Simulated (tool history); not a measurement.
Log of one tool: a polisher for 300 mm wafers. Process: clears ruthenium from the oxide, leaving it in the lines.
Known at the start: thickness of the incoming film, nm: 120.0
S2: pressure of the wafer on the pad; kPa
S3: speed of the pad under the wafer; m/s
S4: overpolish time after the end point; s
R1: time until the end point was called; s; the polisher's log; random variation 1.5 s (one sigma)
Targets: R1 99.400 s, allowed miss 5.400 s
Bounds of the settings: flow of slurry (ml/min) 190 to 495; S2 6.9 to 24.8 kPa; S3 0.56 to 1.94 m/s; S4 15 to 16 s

{"run": 1, "hour": 0.0, "flow of slurry (ml/min)": 320, "S2": 15.9, "S3": 1.24, "S4": 15, "R1": 67.388}
{"run": 2, "hour": 7.3, "flow of slurry (ml/min)": 320, "S2": 15.2, "S3": 1.24, "S4": 15, "R1": 68.282}
{"run": 3, "hour": 10.5, "flow of slurry (ml/min)": 320, "S2": 14.5, "S3": 1.24, "S4": 15, "R1": 72.019}
{"run": 4, "hour": 11.4, "flow of slurry (ml/min)": 270, "S2": 14.5, "S3": 1.24, "S4": 15, "R1": 72.356}
{"run": 5, "hour": 17.6, "flow of slurry (ml/min)": 190, "S2": 14.5, "S3": 1.24, "S4": 15, "R1": 76.773}
{"run": 6, "hour": 21.9, "flow of slurry (ml/min)": 190, "S2": 13.8, "S3": 1.24, "S4": 15, "R1": 80.886}
{"run": 7, "hour": 23.1, "flow of slurry (ml/min)": 190, "S2": 13.8, "S3": 1.24, "S4": 15, "R1": 80.638}
{"run": 8, "hour": 31.5, "flow of slurry (ml/min)": 190, "S2": 13.1, "S3": 1.24, "S4": 15, "R1": 84.195}

Which of these 5 next moves meets every target?
{"run": "A", "hour": 39.9, "flow of slurry (ml/min)": 195, "S2": 13.1, "S3": 1.04, "S4": 15, "R1": "?"}
{"run": "B", "hour": 39.9, "flow of slurry (ml/min)": 190, "S2": 10.3, "S3": 1.18, "S4": 15, "R1": "?"}
{"run": "C", "hour": 39.9, "flow of slurry (ml/min)": 220, "S2": 9.0, "S3": 1.3, "S4": 16, "R1": "?"}
{"run": "D", "hour": 39.9, "flow of slurry (ml/min)": 190, "S2": 9.7, "S3": 1.16, "S4": 16, "R1": "?"}
{"run": "E", "hour": 39.9, "flow of slurry (ml/min)": 320, "S2": 10.3, "S3": 1.88, "S4": 15, "R1": "?"}

move=A R1=99.781
move=B R1=110.200
move=C R1=111.530
move=D R1=118.430
move=E R1=68.455
A: meets every target
B: takes the result that was furthest off past its target
C: takes the result that was furthest off past its target
D: takes the result that was furthest off past its target
E: further off than the last run
Move A is the one to make.
